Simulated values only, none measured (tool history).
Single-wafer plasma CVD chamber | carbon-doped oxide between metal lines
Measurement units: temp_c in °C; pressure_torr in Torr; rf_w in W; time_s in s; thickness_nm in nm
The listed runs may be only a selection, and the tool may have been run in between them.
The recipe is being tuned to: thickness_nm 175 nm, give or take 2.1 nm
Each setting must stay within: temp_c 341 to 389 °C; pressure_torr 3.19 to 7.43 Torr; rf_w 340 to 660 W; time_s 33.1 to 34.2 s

Run 1, hour 0: temp_c 365 °C, pressure_torr 5.31 Torr, rf_w 500 W, time_s 33.1 s. Result: thickness_nm 165.31 nm.
Run 2, hour 7.8: temp_c 365 °C, pressure_torr 5.31 Torr, rf_w 475 W, time_s 33.1 s. Result: thickness_nm 159.9 nm.
Run 3, hour 14.3: temp_c 363 °C, pressure_torr 5.52 Torr, rf_w 475 W, time_s 33.1 s. Result: thickness_nm 160.99 nm.
Run 4, hour 19.2: temp_c 361 °C, pressure_torr 5.74 Torr, rf_w 480 W, time_s 33.1 s. Result: thickness_nm 163.62 nm.
Run 5, hour 24.3: temp_c 359 °C, pressure_torr 5.91 Torr, rf_w 485 W, time_s 33.1 s. Result: thickness_nm 165.75 nm.
Run 6, hour 31.9: temp_c 358 °C, pressure_torr 6.05 Torr, rf_w 485 W, time_s 33.1 s. Result: thickness_nm 166.73 nm.
Run 7, hour 34.2: temp_c 357 °C, pressure_torr 6.17 Torr, rf_w 485 W, time_s 33.1 s. Result: thickness_nm 167.43 nm.
Run 8, hour 37.6: temp_c 356 °C, pressure_torr 6.28 Torr, rf_w 485 W, time_s 33.1 s. Result: thickness_nm 168.11 nm.
Run 9, hour 40: temp_c 355 °C, pressure_torr 6.38 Torr, rf_w 485 W, time_s 33.1 s. Result: thickness_nm 168.39 nm.
Run 10, hour 46.3: temp_c 354 °C, pressure_torr 6.48 Torr, rf_w 485 W, time_s 33.1 s. Result: thickness_nm 168.59 nm.
Run 11, hour 53.6: temp_c 353 °C, pressure_torr 6.58 Torr, rf_w 485 W, time_s 33.1 s. Result: thickness_nm 170.03 nm.
Run 12, hour 61.4: temp_c 352 °C, pressure_torr 6.65 Torr, rf_w 485 W, time_s 33.1 s. Result: thickness_nm 169.85 nm.
Run 13, hour 64.4: temp_c 351 °C, pressure_torr 6.74 Torr, rf_w 485 W, time_s 33.1 s. Result: thickness_nm 170.15 nm.
Run 14, hour 72.6: temp_c 351 °C, pressure_torr 6.82 Torr, rf_w 485 W, time_s 33.1 s. Result: thickness_nm 171.54 nm.
Run 15, hour 74.2: temp_c 350 °C, pressure_torr 6.88 Torr, rf_w 485 W, time_s 33.1 s. Result: thickness_nm 171.52 nm.
Run 16, hour 78.3: temp_c 349 °C, pressure_torr 6.94 Torr, rf_w 485 W, time_s 33.1 s. Result: thickness_nm 172.51 nm.

Which single option among these 4 for the next run brings every result within its allowed miss of target? Just one does.
Run A, hour 82.4: temp_c 351 °C, pressure_torr 6.62 Torr, rf_w 460 W, time_s 34.2 s. Result: thickness_nm ?.
Run B, hour 82.4: temp_c 350 °C, pressure_torr 6.61 Torr, rf_w 505 W, time_s 33.1 s. Result: thickness_nm ?.
Run C, hour 82.4: temp_c 361 °C, pressure_torr 7.22 Torr, rf_w 475 W, time_s 34.2 s. Result: thickness_nm ?.
Run D, hour 82.4: temp_c 352 °C, pressure_torr 7.3 Torr, rf_w 455 W, time_s 34.2 s. Result: thickness_nm ?.

move  thickness_nm
   A        170.07
   B        175.73
   C        170.36
   D        169.43
A: lands further from the targets than the last run did
B: every result lands within tolerance
C: lands further from the targets than the last run did
D: lands further from the targets than the last run did
The right move is B.
